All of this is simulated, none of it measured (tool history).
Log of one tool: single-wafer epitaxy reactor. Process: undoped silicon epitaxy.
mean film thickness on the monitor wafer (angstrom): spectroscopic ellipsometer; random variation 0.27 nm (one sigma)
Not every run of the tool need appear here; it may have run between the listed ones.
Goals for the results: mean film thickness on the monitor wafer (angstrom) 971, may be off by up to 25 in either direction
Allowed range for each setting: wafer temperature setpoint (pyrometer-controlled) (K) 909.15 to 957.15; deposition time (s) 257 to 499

| run | day | wafer temperature setpoint (pyrometer-controlled) (K) | deposition time (s) | mean film thickness on the monitor wafer (angstrom) |
|---|---|---|---|---|
| 1 | 0 | 933.15 | 378 | 738.34 |
| 2 | 0.283 | 924.15 | 378 | 592.14 |
| 3 | 0.588 | 924.15 | 346 | 537.77 |
| 4 | 0.925 | 930.15 | 346 | 627.14 |
| 5 | 1.071 | 933.15 | 347 | 675.14 |
| 6 | 1.179 | 933.15 | 310 | 602.59 |
| 7 | 1.421 | 945.15 | 316 | 822.73 |
| 8 | 1.788 | 946.15 | 316 | 841.43 |
| 9 | 1.996 | 947.15 | 316 | 861.83 |
| 10 | 2.196 | 948.15 | 316 | 879.67 |
| 11 | 2.333 | 949.15 | 316 | 902.72 |
| 12 | 2.354 | 950.15 | 316 | 920.85 |
| 13 | 2.642 | 950.15 | 316 | 925.28 |

Exactly one of the 5 candidate moves below puts every result within its allowed miss. Which one?
| A | 2.929 | 950.15 | 318 | ? |
| B | 2.929 | 957.15 | 263 | ? |
| C | 2.929 | 954.15 | 270 | ? |
| D | 2.929 | 951.15 | 292 | ? |
| E | 2.929 | 948.15 | 345 | ? |

| move | mean film thickness on the monitor wafer (angstrom) |
|---|---|
| A | 928.02 |
| B | 902.44 |
| C | 864.62 |
| D | 872.23 |
| E | 960.8 |
A: nearer the targets than the last run, but a result is still out of spec
B: the biggest miss grows against the last run
C: the biggest miss grows against the last run
D: the biggest miss grows against the last run
E: every result within its allowed miss
E is the move that brings every result within its allowed miss.
